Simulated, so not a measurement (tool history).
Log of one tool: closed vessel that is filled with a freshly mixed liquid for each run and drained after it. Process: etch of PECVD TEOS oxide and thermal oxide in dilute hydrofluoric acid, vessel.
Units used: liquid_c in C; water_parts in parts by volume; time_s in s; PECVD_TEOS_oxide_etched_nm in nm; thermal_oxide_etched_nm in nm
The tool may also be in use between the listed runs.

| run | hour | liquid_c | water_parts | time_s | PECVD_TEOS_oxide_etched_nm | thermal_oxide_etched_nm |
|---|---|---|---|---|---|---|
| 1 | 0 | 22 | 120 | 60 | 5.9073 | 2.0255 |
| 2 | 6.4 | 19.5 | 120 | 60 | 5.3466 | 1.7901 |
| 3 | 11.2 | 21.5 | 120 | 60 | 5.7453 | 2.0161 |
| 4 | 19.9 | 22.5 | 115 | 60 | 6.3153 | 2.1132 |
| 5 | 27 | 23.5 | 115 | 60 | 6.5415 | 2.3103 |
| 6 | 34.3 | 24 | 115 | 60 | 6.7354 | 2.3072 |
| 7 | 39.3 | 24.5 | 115 | 60 | 6.8413 | 2.2905 |
| 8 | 44.6 | 25 | 115 | 60 | 6.9571 | 2.4473 |
| 9 | 50.5 | 25.5 | 115 | 60 | 7.1219 | 2.3991 |
| 10 | 56.3 | 26 | 115 | 60 | 7.3245 | 2.5102 |

Expected results for the next run?
| 11 | 63.9 | 26.5 | 115 | 60 | ? | ? |

PECVD_TEOS_oxide_etched_nm: 7.3495 nm
thermal_oxide_etched_nm: 2.5488 nm
